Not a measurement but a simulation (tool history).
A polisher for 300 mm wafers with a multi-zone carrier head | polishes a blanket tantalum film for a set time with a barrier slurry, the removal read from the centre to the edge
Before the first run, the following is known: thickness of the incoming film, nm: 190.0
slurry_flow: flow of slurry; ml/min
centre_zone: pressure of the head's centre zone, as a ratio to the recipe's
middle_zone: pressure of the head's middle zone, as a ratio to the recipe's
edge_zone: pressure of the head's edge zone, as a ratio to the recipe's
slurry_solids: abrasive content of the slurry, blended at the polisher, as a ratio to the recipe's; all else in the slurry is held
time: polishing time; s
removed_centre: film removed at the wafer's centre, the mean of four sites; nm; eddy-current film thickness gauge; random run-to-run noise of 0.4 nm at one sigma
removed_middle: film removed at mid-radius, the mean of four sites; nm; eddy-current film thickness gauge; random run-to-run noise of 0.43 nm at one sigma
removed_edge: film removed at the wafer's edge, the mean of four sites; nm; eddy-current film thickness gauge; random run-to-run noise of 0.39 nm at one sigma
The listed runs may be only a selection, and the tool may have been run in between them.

run 1 hour=0.0 | slurry_flow=230 centre_zone=1.00 middle_zone=1.00 edge_zone=1.00 slurry_solids=1.00 time=69 | removed_centre=77.831 removed_middle=73.340 removed_edge=73.732
run 2 hour=3.9 | slurry_flow=230 centre_zone=0.92 middle_zone=1.00 edge_zone=1.00 slurry_solids=1.00 time=69 | removed_centre=72.063 removed_middle=73.500 removed_edge=73.056
run 3 hour=11.9 | slurry_flow=215 centre_zone=0.89 middle_zone=1.03 edge_zone=1.00 slurry_solids=0.85 time=62 | removed_centre=58.449 removed_middle=65.757 removed_edge=62.707
run 4 hour=12.9 | slurry_flow=205 centre_zone=0.87 middle_zone=1.02 edge_zone=0.97 slurry_solids=0.75 time=57 | removed_centre=50.499 removed_middle=56.959 removed_edge=54.576
run 5 hour=16.4 | slurry_flow=205 centre_zone=0.87 middle_zone=1.02 edge_zone=0.89 slurry_solids=0.75 time=57 | removed_centre=51.589 removed_middle=57.215 removed_edge=52.877
run 6 hour=19.5 | slurry_flow=205 centre_zone=0.81 middle_zone=1.02 edge_zone=0.89 slurry_solids=0.75 time=57 | removed_centre=47.463 removed_middle=56.878 removed_edge=52.762
run 7 hour=21.9 | slurry_flow=160 centre_zone=0.81 middle_zone=1.09 edge_zone=0.92 slurry_solids=0.50 time=42 | removed_centre=29.971 removed_middle=38.246 removed_edge=33.925
run 8 hour=27.1 | slurry_flow=225 centre_zone=0.81 middle_zone=1.09 edge_zone=0.98 slurry_solids=0.60 time=42 | removed_centre=33.495 removed_middle=41.851 removed_edge=38.691

For run 9, what comes out?
run 9 hour=28.3 | slurry_flow=240 centre_zone=0.81 middle_zone=1.10 edge_zone=0.98 slurry_solids=0.60 time=42 | removed_centre=? removed_middle=? removed_edge=?

removed_centre: 33.094 nm
removed_middle: 42.684 nm
removed_edge: 37.982 nm

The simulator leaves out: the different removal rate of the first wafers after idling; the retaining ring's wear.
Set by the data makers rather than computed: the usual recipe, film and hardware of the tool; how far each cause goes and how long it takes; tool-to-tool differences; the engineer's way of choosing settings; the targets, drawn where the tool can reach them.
